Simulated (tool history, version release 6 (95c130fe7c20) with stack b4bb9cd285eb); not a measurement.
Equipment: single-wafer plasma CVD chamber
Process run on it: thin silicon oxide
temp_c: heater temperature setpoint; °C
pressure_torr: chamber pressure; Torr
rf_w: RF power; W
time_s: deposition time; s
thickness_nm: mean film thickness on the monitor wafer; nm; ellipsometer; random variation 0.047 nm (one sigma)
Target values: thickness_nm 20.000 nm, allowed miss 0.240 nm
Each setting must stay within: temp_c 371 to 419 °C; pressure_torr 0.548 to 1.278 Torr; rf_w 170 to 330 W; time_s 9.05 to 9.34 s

| run | hour | temp_c | pressure_torr | rf_w | time_s | thickness_nm |
|---|---|---|---|---|---|---|
| 1 | 0.0 | 395 | 0.913 | 250 | 9.05 | 17.063 |
| 2 | 2.8 | 400 | 0.913 | 250 | 9.05 | 16.982 |
| 3 | 6.0 | 400 | 0.913 | 230 | 9.05 | 16.527 |
| 4 | 8.3 | 400 | 0.769 | 230 | 9.05 | 14.503 |
| 5 | 10.3 | 400 | 0.861 | 230 | 9.05 | 15.870 |
| 6 | 19.2 | 410 | 0.861 | 230 | 9.05 | 15.753 |
| 7 | 25.8 | 410 | 0.929 | 230 | 9.05 | 16.607 |
| 8 | 29.2 | 410 | 1.112 | 230 | 9.05 | 18.710 |
| 9 | 34.1 | 410 | 1.136 | 230 | 9.05 | 18.918 |
| 10 | 40.4 | 410 | 1.157 | 230 | 9.05 | 19.082 |
| 11 | 43.1 | 410 | 1.175 | 230 | 9.05 | 19.365 |
| 12 | 49.1 | 410 | 1.187 | 230 | 9.05 | 19.448 |

Exercise: of the 4 proposed moves below, exactly one satisfies all targets within the stated allowed misses. Which move is it?
| A | 55.1 | 417 | 1.129 | 250 | 9.08 | ? |
| B | 55.1 | 402 | 1.278 | 220 | 9.05 | ? |
| C | 55.1 | 413 | 1.111 | 235 | 9.26 | ? |
| D | 55.1 | 411 | 1.221 | 225 | 9.05 | ? |

| move | thickness_nm |
|---|---|
| A | 19.274 |
| B | 19.921 |
| C | 19.137 |
| D | 19.545 |
A: the biggest miss grows against the last run
B: hits every target within its allowed miss
C: the biggest miss grows against the last run
D: closes in on the targets versus the last run, not all within tolerance yet
So the answer is move B, the one that meets all the targets.
